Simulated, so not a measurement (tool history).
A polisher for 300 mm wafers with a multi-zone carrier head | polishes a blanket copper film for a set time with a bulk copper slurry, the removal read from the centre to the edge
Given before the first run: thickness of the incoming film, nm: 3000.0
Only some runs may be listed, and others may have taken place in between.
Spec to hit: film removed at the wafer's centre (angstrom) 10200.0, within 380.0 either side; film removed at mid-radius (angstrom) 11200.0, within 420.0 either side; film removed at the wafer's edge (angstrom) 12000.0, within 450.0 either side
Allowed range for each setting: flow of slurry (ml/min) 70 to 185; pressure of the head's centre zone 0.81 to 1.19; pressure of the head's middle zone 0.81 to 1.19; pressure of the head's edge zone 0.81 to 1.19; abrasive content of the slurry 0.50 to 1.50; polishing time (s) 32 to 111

run	hour	flow of slurry (ml/min)	pressure of the head's centre zone	pressure of the head's middle zone	pressure of the head's edge zone	abrasive content of the slurry	polishing time (s)	film removed at the wafer's centre (angstrom)	film removed at mid-radius (angstrom)	film removed at the wafer's edge (angstrom)
1	0.0	120	1.00	1.00	1.00	1.00	71	8511.2	8224.1	8474.6
2	1.8	120	1.00	1.00	1.00	1.20	71	8820.0	8563.1	8761.0
3	7.7	120	1.00	1.00	0.97	1.20	71	8872.1	8491.6	8579.6
4	11.3	125	0.98	1.00	1.02	1.25	73	9004.5	9172.7	9389.7
5	16.3	135	0.98	1.00	1.06	1.30	73	9330.9	9323.8	9591.6
6	24.1	135	0.96	1.00	1.08	1.35	75	9596.0	9831.4	9948.1
7	25.1	135	0.94	0.98	1.10	1.40	77	9673.9	9994.1	10780.0
8	26.9	140	0.93	0.98	1.12	1.40	77	9800.5	9863.4	10782.0
9	29.9	140	0.92	0.99	1.13	1.40	78	9513.7	10002.0	10862.0
10	30.7	145	0.91	0.99	1.14	1.40	79	9572.5	10344.0	11236.0
11	38.6	145	0.91	0.99	1.14	1.40	79	9663.9	10109.0	11165.0
12	40.4	145	0.91	0.99	1.14	1.40	79	9765.7	10386.0	11217.0
13	46.4	150	0.90	0.99	1.15	1.40	79	9575.3	10377.0	11471.0
14	54.8	155	0.90	1.00	1.15	1.40	79	9689.5	10361.0	11332.0
15	55.9	155	0.90	1.01	1.16	1.40	79	9791.4	10894.0	11171.0

Exercise: of the 5 proposed moves below, exactly one satisfies all targets within the stated allowed misses. Which move is it?
A	57.0	130	0.81	0.86	1.12	1.20	96	?	?	?
B	57.0	110	0.92	1.02	1.17	1.50	87	?	?	?
C	57.0	155	0.87	1.02	1.19	1.25	78	?	?	?
D	57.0	165	0.81	0.90	1.14	1.15	95	?	?	?
E	57.0	135	0.85	0.84	1.18	1.40	91	?	?	?

move	film removed at the wafer's centre (angstrom)	film removed at mid-radius (angstrom)	film removed at the wafer's edge (angstrom)
A	9712.7	10382.0	12860.0
B	10055.0	10949.0	12170.0
C	8949.7	10197.0	11163.0
D	10067.0	11096.0	13167.0
E	10127.0	10100.0	13077.0
A: takes the result that was furthest off past its target
B: each result inside its tolerance
C: moves away from the targets compared with the last run
D: takes the result that was furthest off past its target
E: takes the result that was furthest off past its target
The right move is B.
